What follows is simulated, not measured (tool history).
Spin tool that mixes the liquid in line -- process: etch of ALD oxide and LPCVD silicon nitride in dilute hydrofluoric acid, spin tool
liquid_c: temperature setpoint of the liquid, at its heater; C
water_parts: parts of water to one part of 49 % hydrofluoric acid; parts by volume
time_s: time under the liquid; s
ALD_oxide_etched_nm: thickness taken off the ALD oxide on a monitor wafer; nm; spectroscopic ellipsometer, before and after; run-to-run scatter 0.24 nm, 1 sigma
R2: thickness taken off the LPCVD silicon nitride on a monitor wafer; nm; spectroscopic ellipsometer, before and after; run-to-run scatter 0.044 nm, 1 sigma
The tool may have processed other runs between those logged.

{"run": 1, "hour": 0.0, "liquid_c": 26, "water_parts": 165, "time_s": 180, "ALD_oxide_etched_nm": 20.187, "R2": 0.53673}
{"run": 2, "hour": 8.8, "liquid_c": 26.5, "water_parts": 155, "time_s": 180, "ALD_oxide_etched_nm": 22.078, "R2": 0.67888}
{"run": 3, "hour": 10.8, "liquid_c": 26, "water_parts": 140, "time_s": 180, "ALD_oxide_etched_nm": 24.726, "R2": 0.64238}
{"run": 4, "hour": 13.9, "liquid_c": 28, "water_parts": 140, "time_s": 180, "ALD_oxide_etched_nm": 26.39, "R2": 0.78654}
{"run": 5, "hour": 20.2, "liquid_c": 28, "water_parts": 140, "time_s": 115, "ALD_oxide_etched_nm": 16.829, "R2": 0.50693}
{"run": 6, "hour": 22.9, "liquid_c": 28, "water_parts": 140, "time_s": 160, "ALD_oxide_etched_nm": 23.295, "R2": 0.69951}
{"run": 7, "hour": 24.8, "liquid_c": 28, "water_parts": 130, "time_s": 160, "ALD_oxide_etched_nm": 25.525, "R2": 0.65928}

Estimate the outcome of run 8 from the log above:
{"run": 8, "hour": 29.5, "liquid_c": 28.5, "water_parts": 125, "time_s": 160, "ALD_oxide_etched_nm": "?", "R2": "?"}

For run 8 the tool returned ALD_oxide_etched_nm 27.573 nm, R2 0.79488 nm.
